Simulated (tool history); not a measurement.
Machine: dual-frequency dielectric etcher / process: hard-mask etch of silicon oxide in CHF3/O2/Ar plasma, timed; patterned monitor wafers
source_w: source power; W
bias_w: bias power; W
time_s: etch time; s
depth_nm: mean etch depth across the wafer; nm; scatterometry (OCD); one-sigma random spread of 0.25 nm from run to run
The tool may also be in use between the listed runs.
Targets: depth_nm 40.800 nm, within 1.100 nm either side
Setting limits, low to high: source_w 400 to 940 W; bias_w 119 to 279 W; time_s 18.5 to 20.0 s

run,hour,source_w,bias_w,time_s,depth_nm
1,0.0,670,199,20.0,46.775
2,8.4,650,197,20.0,45.227
3,14.6,760,197,20.0,48.796
4,21.9,760,197,20.0,48.660
5,25.9,740,195,20.0,47.617
6,33.8,780,195,20.0,49.272
7,42.7,760,193,20.0,47.665
8,48.1,760,193,20.0,48.047
9,55.3,740,191,20.0,47.685
10,61.4,600,158,19.5,39.280

Pick the move, out of 4, that brings all results within their allowed miss; only one does.
A,67.5,550,150,20.0,?
B,67.5,610,156,18.5,?
C,67.5,510,187,20.0,?
D,67.5,600,149,19.5,?

move,depth_nm
A,38.428
B,37.697
C,40.762
D,38.740
A: further off than the last run
B: further off than the last run
C: every result within its allowed miss
D: further off than the last run
Move C is the one to make.

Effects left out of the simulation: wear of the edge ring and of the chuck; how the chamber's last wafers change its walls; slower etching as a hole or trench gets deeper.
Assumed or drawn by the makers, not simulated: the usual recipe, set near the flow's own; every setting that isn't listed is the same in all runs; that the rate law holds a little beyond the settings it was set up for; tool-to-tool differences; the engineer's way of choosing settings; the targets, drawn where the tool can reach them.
